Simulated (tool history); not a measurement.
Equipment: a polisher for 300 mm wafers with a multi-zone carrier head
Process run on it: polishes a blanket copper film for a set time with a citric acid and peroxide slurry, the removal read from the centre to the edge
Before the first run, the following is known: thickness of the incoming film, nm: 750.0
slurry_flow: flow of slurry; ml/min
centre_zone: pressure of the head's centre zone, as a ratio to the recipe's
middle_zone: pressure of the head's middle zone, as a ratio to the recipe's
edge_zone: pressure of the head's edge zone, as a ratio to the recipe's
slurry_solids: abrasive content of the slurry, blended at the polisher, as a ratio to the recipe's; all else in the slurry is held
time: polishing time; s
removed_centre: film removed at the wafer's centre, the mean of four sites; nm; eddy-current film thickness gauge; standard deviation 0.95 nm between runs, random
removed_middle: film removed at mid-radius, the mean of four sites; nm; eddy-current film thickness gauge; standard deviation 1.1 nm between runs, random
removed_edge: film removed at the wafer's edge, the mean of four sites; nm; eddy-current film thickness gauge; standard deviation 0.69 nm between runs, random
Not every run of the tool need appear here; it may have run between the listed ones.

| run | hour | slurry_flow | centre_zone | middle_zone | edge_zone | slurry_solids | time | removed_centre | removed_middle | removed_edge |
|---|---|---|---|---|---|---|---|---|---|---|
| 1 | 0.0 | 285 | 1.00 | 1.00 | 1.00 | 1.00 | 74 | 88.144 | 93.390 | 91.301 |
| 2 | 6.3 | 285 | 0.98 | 1.00 | 0.98 | 0.90 | 73 | 85.330 | 90.173 | 87.484 |
| 3 | 6.8 | 280 | 0.95 | 1.01 | 0.97 | 0.80 | 71 | 79.849 | 87.295 | 83.883 |
| 4 | 10.0 | 280 | 0.95 | 1.01 | 0.97 | 0.65 | 71 | 77.633 | 83.817 | 81.311 |
| 5 | 10.6 | 280 | 0.93 | 1.02 | 0.95 | 0.60 | 70 | 75.355 | 85.890 | 79.034 |
| 6 | 18.0 | 280 | 0.93 | 1.08 | 0.95 | 0.60 | 70 | 74.859 | 87.152 | 78.684 |

For run 7, what comes out?
| 7 | 24.2 | 275 | 0.92 | 1.07 | 0.95 | 0.60 | 69 | ? | ? | ? |

removed_centre: 73.261 nm
removed_middle: 88.062 nm
removed_edge: 76.806 nm

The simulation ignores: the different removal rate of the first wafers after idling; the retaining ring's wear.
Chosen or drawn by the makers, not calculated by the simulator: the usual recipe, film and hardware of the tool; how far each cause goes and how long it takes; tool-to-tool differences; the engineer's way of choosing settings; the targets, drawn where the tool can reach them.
